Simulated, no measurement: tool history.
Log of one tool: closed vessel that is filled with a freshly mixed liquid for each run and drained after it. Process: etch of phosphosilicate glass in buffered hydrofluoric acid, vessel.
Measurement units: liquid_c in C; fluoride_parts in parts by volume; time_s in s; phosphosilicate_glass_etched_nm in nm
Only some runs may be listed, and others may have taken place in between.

run,hour,liquid_c,fluoride_parts,time_s,phosphosilicate_glass_etched_nm
1,0,21,12.5,30,106.83
2,0.9,21,12.5,30,106.19
3,7.2,23,10.5,30,140.66
4,13.8,24.5,9,30,170.24
5,16.9,24.5,7.5,30,207.35
6,20.8,26,7.5,30,223.08
7,29.4,27,7.5,30,236.85
8,31.6,27.5,7.5,30,243.4
9,33.8,28,7.5,30,251.71

Expected results for the next run?
10,38.8,28.5,7.5,30,?

phosphosilicate_glass_etched_nm: 257.89 nm

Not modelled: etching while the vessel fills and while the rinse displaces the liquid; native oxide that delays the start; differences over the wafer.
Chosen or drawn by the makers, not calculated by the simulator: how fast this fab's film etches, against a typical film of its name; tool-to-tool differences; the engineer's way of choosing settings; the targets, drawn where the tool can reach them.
